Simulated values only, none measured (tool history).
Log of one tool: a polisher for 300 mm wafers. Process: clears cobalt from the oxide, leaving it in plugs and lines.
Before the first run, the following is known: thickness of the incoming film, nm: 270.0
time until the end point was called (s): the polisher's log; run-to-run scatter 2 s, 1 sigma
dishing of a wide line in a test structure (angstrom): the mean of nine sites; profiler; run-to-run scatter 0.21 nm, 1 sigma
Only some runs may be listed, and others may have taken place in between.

run  hour  flow of slurry (ml/min)  pressure of the wafer on the pad (psi)  speed of the pad under the wafer (cm/s)  overpolish time after the end point (s)  time until the end point was called (s)  dishing of a wide line in a test structure (angstrom)
  1     0                      260                                     1.5                                       80                                        8                                    80.95                                                 201.21
  2     4                      260                                     1.7                                       80                                        8                                   70.535                                                 222.85
  3   4.8                      225                                     1.7                                       80                                        8                                   73.205                                                 220.19
  4     6                      215                                     1.4                                       78                                        9                                   89.272                                                 204.19
  5  12.4                      215                                     1.2                                       76                                        9                                   108.21                                                 176.62
  6    16                      175                                     1.2                                       76                                        9                                   109.51                                                  173.6
  7  16.6                      175                                     1.1                                       76                                        9                                   123.45                                                 161.83

Run 8 is up next; what results do you expect?
  8  23.8                      170                                       1                                       76                                        9                                        ?                                                      ?

time until the end point was called (s): 134.87
dishing of a wide line in a test structure (angstrom): 147.9
